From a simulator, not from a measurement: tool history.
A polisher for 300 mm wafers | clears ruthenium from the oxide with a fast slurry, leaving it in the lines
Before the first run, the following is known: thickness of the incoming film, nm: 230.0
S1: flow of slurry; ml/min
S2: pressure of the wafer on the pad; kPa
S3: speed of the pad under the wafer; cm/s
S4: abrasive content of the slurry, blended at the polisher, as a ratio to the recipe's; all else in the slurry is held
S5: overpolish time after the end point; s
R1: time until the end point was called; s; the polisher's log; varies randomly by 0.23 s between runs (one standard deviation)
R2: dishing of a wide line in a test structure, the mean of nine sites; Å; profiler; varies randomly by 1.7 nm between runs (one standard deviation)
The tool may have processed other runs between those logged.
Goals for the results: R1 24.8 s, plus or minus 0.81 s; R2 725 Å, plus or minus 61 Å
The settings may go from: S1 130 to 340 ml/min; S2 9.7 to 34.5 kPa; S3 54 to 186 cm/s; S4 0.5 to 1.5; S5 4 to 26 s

run 1 hour=0 | S1=220 S2=22.1 S3=118 S4=1 S5=13 | R1=40.331 R2=591.24
run 2 hour=2.4 | S1=225 S2=24.8 S3=118 S4=1 S5=12 | R1=34.747 R2=570.39
run 3 hour=10.9 | S1=225 S2=24.8 S3=118 S4=1 S5=14 | R1=34.831 R2=652.95
run 4 hour=17.6 | S1=225 S2=24.8 S3=118 S4=0.85 S5=14 | R1=39.615 R2=610.94
run 5 hour=25.6 | S1=225 S2=28.3 S3=118 S4=0.85 S5=14 | R1=34.798 R2=676.31
run 6 hour=26.7 | S1=225 S2=28.3 S3=118 S4=0.85 S5=9 | R1=34.562 R2=466.17
-- hour=33.9 head pressure recalibrated
run 7 hour=33.9 | S1=230 S2=30.3 S3=120 S4=0.85 S5=10 | R1=29.801 R2=574.68
run 8 hour=34.9 | S1=245 S2=31 S3=120 S4=0.85 S5=10 | R1=29.383 R2=601.46
run 9 hour=39.9 | S1=255 S2=31.7 S3=120 S4=0.85 S5=10 | R1=28.476 R2=602.05
run 10 hour=41.9 | S1=255 S2=32.4 S3=120 S4=0.85 S5=10 | R1=28.433 R2=638.83
run 11 hour=46.6 | S1=255 S2=33.1 S3=122 S4=0.85 S5=10 | R1=26.299 R2=635.1
run 12 hour=52.5 | S1=255 S2=33.8 S3=122 S4=0.85 S5=10 | R1=26.524 R2=645.52
run 13 hour=55.3 | S1=260 S2=33.8 S3=124 S4=0.85 S5=10 | R1=25.577 R2=656.29

Exactly one of the 4 candidate moves below puts every result within its allowed miss. Which one?
run A hour=58.1 | S1=280 S2=27.6 S3=142 S4=1 S5=11 | R1=? R2=?
run B hour=58.1 | S1=260 S2=33.1 S3=120 S4=0.9 S5=9 | R1=? R2=?
run C hour=58.1 | S1=295 S2=34.5 S3=132 S4=0.9 S5=10 | R1=? R2=?
run D hour=58.1 | S1=205 S2=34.5 S3=100 S4=1.3 S5=15 | R1=? R2=?

move=A R1=24.652 R2=718.86
move=B R1=26.243 R2=589.27
move=C R1=22.737 R2=711.33
move=D R1=24.838 R2=884.49
A: each result inside its tolerance
B: moves away from the targets compared with the last run
C: the worst result of the last run now meets its target, but another is out of spec
D: pushes the last run's worst result past its target
So the answer is move A, the one that meets all the targets.
